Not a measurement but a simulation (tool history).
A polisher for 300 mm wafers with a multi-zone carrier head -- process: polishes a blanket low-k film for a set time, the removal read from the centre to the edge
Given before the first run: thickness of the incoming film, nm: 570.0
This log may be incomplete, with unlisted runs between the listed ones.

run,hour,flow of slurry (ml/min),pressure of the head's centre zone,pressure of the head's middle zone,pressure of the head's edge zone,abrasive content of the slurry,polishing time (s),film removed at the wafer's centre (nm),film removed at mid-radius (nm),film removed at the wafer's edge (nm)
1,0,295,1,1,1,1,40,9.4946,9.545,9.4531
2,5.5,295,1,1,0.96,1,40,9.6224,9.6113,9.2789
3,10.5,310,1.01,1.01,0.97,1,40,9.7227,9.7099,9.4152
4,14.6,310,1.01,1.01,0.97,1,36,8.8329,8.7282,8.4877
5,19.8,310,1.01,0.98,0.97,1,36,8.6267,8.3731,8.446
6,22.2,310,1.01,0.98,0.89,1,36,8.7592,8.4009,8.0177
7,23.2,310,1.01,0.98,0.89,1,36,8.7347,8.4455,8.1356

Forecast run 8:
8,25.3,320,1.03,1.01,0.94,1,36,?,?,?

Run 8 produced film removed at the wafer's centre (nm) 8.9492, film removed at mid-radius (nm) 8.8379, film removed at the wafer's edge (nm) 8.4156.
